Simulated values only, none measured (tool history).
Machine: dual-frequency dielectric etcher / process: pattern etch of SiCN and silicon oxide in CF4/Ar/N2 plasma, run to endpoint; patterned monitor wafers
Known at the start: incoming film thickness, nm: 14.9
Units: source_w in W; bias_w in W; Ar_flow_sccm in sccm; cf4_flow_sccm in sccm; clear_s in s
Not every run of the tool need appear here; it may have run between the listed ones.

run,hour,source_w,bias_w,Ar_flow_sccm,cf4_flow_sccm,clear_s
1,0.0,370,50,71,65,22.275
2,8.8,340,50,71,65,23.922
3,16.8,310,49,71,65,25.633
4,18.0,340,49,71,65,23.898
5,24.5,390,49,71,65,21.426
6,32.8,340,48,72,65,24.119
7,33.5,310,47,72,65,25.815
8,40.5,290,46,72,65,27.445
9,42.2,280,46,72,65,28.244
10,45.6,270,46,72,65,28.890

Run 11 comes next. What will it give?
11,52.4,260,46,72,65,?

{"run 11": {"clear_s": 29.636}}
